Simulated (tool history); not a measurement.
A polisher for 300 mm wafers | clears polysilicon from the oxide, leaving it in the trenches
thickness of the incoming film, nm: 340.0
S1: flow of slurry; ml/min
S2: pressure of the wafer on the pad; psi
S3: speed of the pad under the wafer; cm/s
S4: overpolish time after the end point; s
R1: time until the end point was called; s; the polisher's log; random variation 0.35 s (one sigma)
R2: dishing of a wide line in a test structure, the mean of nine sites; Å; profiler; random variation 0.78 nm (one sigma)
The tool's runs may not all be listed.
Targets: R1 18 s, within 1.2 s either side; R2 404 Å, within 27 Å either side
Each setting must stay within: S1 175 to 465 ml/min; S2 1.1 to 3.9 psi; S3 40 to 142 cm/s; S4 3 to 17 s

run	hour	S1	S2	S3	S4	R1	R2
1	0	295	2.5	90	9	30.435	376.07
2	3.5	240	2.5	90	9	30.277	357.39
3	7.1	240	2.5	90	11	29.692	399.92
4	8.4	240	2.5	90	8	30.698	359.32
5	16.4	240	2.7	92	8	27.142	364.68
6	22.7	240	3.3	92	8	22.487	383.76
7	27.7	240	3.4	92	8	20.901	392.27
8	29.9	240	3.5	92	8	21.813	398.79
9	30.7	240	3.5	92	8	20.876	400.88

Which one of the following 5 next-run settings gets every result inside its allowed miss? There is exactly one.
A	31.5	245	3.9	96	10	?	?
B	31.5	265	3.3	92	8	?	?
C	31.5	285	3.8	114	9	?	?
D	31.5	210	3.4	96	12	?	?
E	31.5	405	2.9	80	14	?	?

move	R1	R2
A	18.582	394.24
B	22.553	380.01
C	16.038	394.89
D	21.651	394.71
E	27.99	392.83
A: all results in spec
B: moves away from the targets compared with the last run
C: takes the biggest miss from the last run beyond its target
D: moves away from the targets compared with the last run
E: moves away from the targets compared with the last run
The move that meets every target is A.
